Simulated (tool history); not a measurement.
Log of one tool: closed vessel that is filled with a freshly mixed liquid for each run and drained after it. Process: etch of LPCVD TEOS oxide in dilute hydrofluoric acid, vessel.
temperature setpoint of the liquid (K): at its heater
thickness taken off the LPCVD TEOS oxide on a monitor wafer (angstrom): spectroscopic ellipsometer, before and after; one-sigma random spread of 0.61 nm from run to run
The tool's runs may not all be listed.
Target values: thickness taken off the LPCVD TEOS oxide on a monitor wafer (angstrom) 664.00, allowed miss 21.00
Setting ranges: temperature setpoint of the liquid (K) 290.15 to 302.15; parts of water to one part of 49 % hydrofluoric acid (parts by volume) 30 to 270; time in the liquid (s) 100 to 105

run  hour  temperature setpoint of the liquid (K)  parts of water to one part of 49 % hydrofluoric acid (parts by volume)  time in the liquid (s)  thickness taken off the LPCVD TEOS oxide on a monitor wafer (angstrom)
  1   0.0                                  294.15                                                                     150                     100                                                                  316.10
  2   5.9                                  294.15                                                                     150                     100                                                                  316.45
  3   9.6                                  296.15                                                                     135                     100                                                                  382.22
  4  13.5                                  297.65                                                                     120                     100                                                                  468.27
  5  19.9                                  297.65                                                                     120                     100                                                                  460.59
  6  23.3                                  298.65                                                                     115                     100                                                                  511.52
  7  25.4                                  299.65                                                                     110                     100                                                                  568.18
  8  27.9                                  299.65                                                                     110                     100                                                                  555.34
  9  31.6                                  300.15                                                                     105                     100                                                                  608.01
 10  34.7                                  300.65                                                                     105                     100                                                                  605.81
 11  43.9                                  301.15                                                                     105                     100                                                                  625.98
 12  49.8                                  301.65                                                                     105                     100                                                                  635.69

5 next moves are on the table. One of them brings every result within its allowed miss. Which?
  A  55.7                                  299.15                                                                     105                     105                                                                       ?
  B  55.7                                  300.15                                                                      95                     105                                                                       ?
  C  55.7                                  298.65                                                                      95                     105                                                                       ?
  D  55.7                                  299.15                                                                      90                     105                                                                       ?
  E  55.7                                  298.65                                                                      85                     100                                                                       ?

move  thickness taken off the LPCVD TEOS oxide on a monitor wafer (angstrom)
   A                                                                  600.86
   B                                                                  699.38
   C                                                                  659.68
   D                                                                  714.73
   E                                                                  711.31
A: lands further from the targets than the last run did
B: carries the result that was furthest off beyond its target, to the other side
C: each result inside its tolerance
D: carries the result that was furthest off beyond its target, to the other side
E: carries the result that was furthest off beyond its target, to the other side
The move that meets every target is C.
